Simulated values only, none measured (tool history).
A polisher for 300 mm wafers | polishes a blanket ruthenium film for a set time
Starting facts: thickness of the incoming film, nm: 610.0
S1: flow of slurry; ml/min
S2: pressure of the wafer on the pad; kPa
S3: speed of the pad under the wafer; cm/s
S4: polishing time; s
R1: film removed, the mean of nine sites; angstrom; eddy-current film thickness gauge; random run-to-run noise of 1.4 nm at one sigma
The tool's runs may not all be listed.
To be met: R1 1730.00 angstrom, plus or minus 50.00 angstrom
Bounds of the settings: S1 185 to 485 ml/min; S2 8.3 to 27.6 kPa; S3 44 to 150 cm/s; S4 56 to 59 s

{"run": 1, "hour": 0.0, "S1": 310, "S2": 17.9, "S3": 96, "S4": 56, "R1": 932.55}
{"run": 2, "hour": 0.8, "S1": 310, "S2": 20.7, "S3": 98, "S4": 56, "R1": 1116.3}
{"run": 3, "hour": 7.0, "S1": 310, "S2": 22.8, "S3": 100, "S4": 56, "R1": 1235.4}
{"run": 4, "hour": 14.6, "S1": 355, "S2": 22.8, "S3": 100, "S4": 56, "R1": 1256.2}
{"run": 5, "hour": 16.5, "S1": 325, "S2": 22.8, "S3": 100, "S4": 56, "R1": 1245.5}
{"run": 6, "hour": 22.2, "S1": 325, "S2": 24.1, "S3": 102, "S4": 56, "R1": 1339.5}
{"run": 7, "hour": 23.6, "S1": 330, "S2": 25.5, "S3": 106, "S4": 56, "R1": 1478.4}
{"run": 8, "hour": 25.3, "S1": 335, "S2": 26.2, "S3": 108, "S4": 56, "R1": 1525.3}
{"run": 9, "hour": 31.2, "S1": 335, "S2": 26.9, "S3": 110, "S4": 56, "R1": 1604.6}
{"run": 10, "hour": 37.2, "S1": 335, "S2": 26.9, "S3": 112, "S4": 56, "R1": 1639.4}

4 candidate next runs follow, results not yet known. Just one meets every target within its allowed miss. Identify it.
{"run": "A", "hour": 43.2, "S1": 340, "S2": 27.6, "S3": 116, "S4": 56, "R1": "?"}
{"run": "B", "hour": 43.2, "S1": 320, "S2": 27.6, "S3": 106, "S4": 56, "R1": "?"}
{"run": "C", "hour": 43.2, "S1": 330, "S2": 27.6, "S3": 104, "S4": 56, "R1": "?"}
{"run": "D", "hour": 43.2, "S1": 325, "S2": 25.5, "S3": 110, "S4": 58, "R1": "?"}

move=A R1=1705.30
move=B R1=1555.20
move=C R1=1530.80
move=D R1=1548.70
A: every result within its allowed miss
B: its largest miss is bigger than the last run's
C: its largest miss is bigger than the last run's
D: its largest miss is bigger than the last run's
Go with A: it meets all targets.
